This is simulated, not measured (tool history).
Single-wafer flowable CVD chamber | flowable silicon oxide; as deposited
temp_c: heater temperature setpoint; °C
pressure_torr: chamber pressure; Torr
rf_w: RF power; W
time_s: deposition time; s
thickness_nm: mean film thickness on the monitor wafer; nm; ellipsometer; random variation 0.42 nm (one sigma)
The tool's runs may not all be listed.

run	hour	temp_c	pressure_torr	rf_w	time_s	thickness_nm
1	0.0	110	0.931	1870	377	197.79
2	9.2	110	0.931	1870	377	197.02
3	14.0	110	0.793	1870	377	169.04
4	19.1	110	0.793	1650	377	163.66
5	26.6	110	0.793	1650	377	163.72
6	28.3	112	0.793	1650	377	153.12
7	36.8	114	0.793	1650	377	142.71
8	40.2	115	0.793	1650	377	137.83

Run 9 comes next. What will it give?
9	42.6	116	0.793	1650	377	?

Run 9 gave thickness_nm 132.97 nm.
